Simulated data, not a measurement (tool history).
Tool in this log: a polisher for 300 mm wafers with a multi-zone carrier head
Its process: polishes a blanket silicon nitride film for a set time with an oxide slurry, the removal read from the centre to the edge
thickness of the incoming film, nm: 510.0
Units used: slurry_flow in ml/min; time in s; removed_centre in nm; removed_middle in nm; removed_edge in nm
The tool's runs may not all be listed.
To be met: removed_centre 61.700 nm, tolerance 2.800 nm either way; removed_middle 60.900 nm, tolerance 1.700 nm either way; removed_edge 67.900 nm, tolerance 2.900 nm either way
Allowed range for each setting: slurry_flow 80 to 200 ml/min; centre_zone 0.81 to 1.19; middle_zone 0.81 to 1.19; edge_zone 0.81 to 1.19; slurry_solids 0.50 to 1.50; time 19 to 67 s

run,day,slurry_flow,centre_zone,middle_zone,edge_zone,slurry_solids,time,removed_centre,removed_middle,removed_edge
1,0.000,130,1.00,1.00,1.00,1.00,43,36.836,37.512,36.779
2,0.088,130,1.00,0.96,1.00,1.00,43,35.519,36.168,38.019
3,0.312,130,1.00,0.92,1.00,1.00,43,37.065,34.612,37.164
4,0.404,150,1.00,0.92,1.00,1.00,43,37.322,35.739,37.990
5,0.638,145,1.00,0.93,1.03,1.15,46,43.737,41.410,44.827
6,0.942,145,1.07,0.93,1.03,1.15,46,47.180,41.319,44.993
7,1.083,145,1.05,0.95,1.07,1.25,48,49.317,45.369,48.421
8,1.242,150,1.03,0.94,1.09,1.30,50,51.577,48.424,52.228
9,1.421,150,1.02,0.93,1.11,1.35,52,54.420,50.960,55.659
10,1.721,155,1.01,0.93,1.13,1.40,53,54.932,52.754,58.187
11,1.892,160,1.01,0.93,1.14,1.45,54,57.237,54.654,58.929
12,2.000,150,1.01,0.94,1.15,1.45,55,58.101,54.842,61.304
13,2.054,155,1.00,0.94,1.16,1.45,56,59.284,57.238,63.132
14,2.304,155,0.99,0.94,1.17,1.45,57,58.587,57.761,64.528

4 next moves are on the table. One of them brings every result within its allowed miss. Which?
A,2.554,145,0.86,0.97,1.19,1.35,62,?,?,?
B,2.554,185,0.95,0.91,1.13,1.40,60,?,?,?
C,2.554,195,1.11,0.92,1.11,1.50,52,?,?,?
D,2.554,165,0.86,1.01,1.19,1.40,60,?,?,?

move,removed_centre,removed_middle,removed_edge
A,53.413,61.702,68.187
B,60.651,60.167,67.384
C,63.742,54.387,59.871
D,53.812,63.849,68.023
A: the worst result of the last run now meets its target, but another is out of spec
B: all results in spec
C: its largest miss is bigger than the last run's
D: carries the result that was furthest off beyond its target, to the other side
The move that meets every target is B.
